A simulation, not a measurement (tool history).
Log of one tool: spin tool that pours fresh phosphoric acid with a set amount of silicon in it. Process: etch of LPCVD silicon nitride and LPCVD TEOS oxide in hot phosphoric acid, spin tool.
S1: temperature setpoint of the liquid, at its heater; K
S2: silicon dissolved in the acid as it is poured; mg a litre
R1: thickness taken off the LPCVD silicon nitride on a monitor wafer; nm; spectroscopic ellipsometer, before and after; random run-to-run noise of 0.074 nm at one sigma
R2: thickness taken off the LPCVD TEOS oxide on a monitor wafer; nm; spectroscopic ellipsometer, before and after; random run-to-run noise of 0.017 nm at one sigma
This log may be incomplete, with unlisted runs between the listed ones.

Run 1, day 0: S1 432.15 K, S2 11.5 mg a litre, time under the liquid (s) 180. Result: R1 17.034 nm, R2 0.38716 nm.
Run 2, day 0.05: S1 433.65 K, S2 11.5 mg a litre, time under the liquid (s) 180. Result: R1 17.901 nm, R2 0.42918 nm.
Run 3, day 0.417: S1 433.65 K, S2 7.5 mg a litre, time under the liquid (s) 180. Result: R1 17.622 nm, R2 0.35281 nm.
Run 4, day 0.521: S1 433.65 K, S2 10 mg a litre, time under the liquid (s) 180. Result: R1 17.725 nm, R2 0.40832 nm.
Run 5, day 0.658: S1 433.65 K, S2 5.5 mg a litre, time under the liquid (s) 180. Result: R1 17.746 nm, R2 0.41504 nm.
Run 6, day 1.008: S1 431.65 K, S2 5.5 mg a litre, time under the liquid (s) 180. Result: R1 16.828 nm, R2 0.31604 nm.
Run 7, day 1.088: S1 431.65 K, S2 6.5 mg a litre, time under the liquid (s) 150. Result: R1 13.717 nm, R2 0.33463 nm.
Run 8, day 1.225: S1 431.65 K, S2 6.5 mg a litre, time under the liquid (s) 150. Result: R1 13.742 nm, R2 0.3155 nm.
Run 9, day 1.458: S1 431.15 K, S2 4.5 mg a litre, time under the liquid (s) 135. Result: R1 12.173 nm, R2 0.31466 nm.
Run 10, day 1.821: S1 430.65 K, S2 3 mg a litre, time under the liquid (s) 125. Result: R1 11.047 nm, R2 0.21992 nm.

Run 11 comes next. What will it give?
Run 11, day 2.017: S1 430.65 K, S2 3 mg a litre, time under the liquid (s) 120. Result: R1 ?, R2 ?.

R1: 10.786 nm
R2: 0.26029 nm

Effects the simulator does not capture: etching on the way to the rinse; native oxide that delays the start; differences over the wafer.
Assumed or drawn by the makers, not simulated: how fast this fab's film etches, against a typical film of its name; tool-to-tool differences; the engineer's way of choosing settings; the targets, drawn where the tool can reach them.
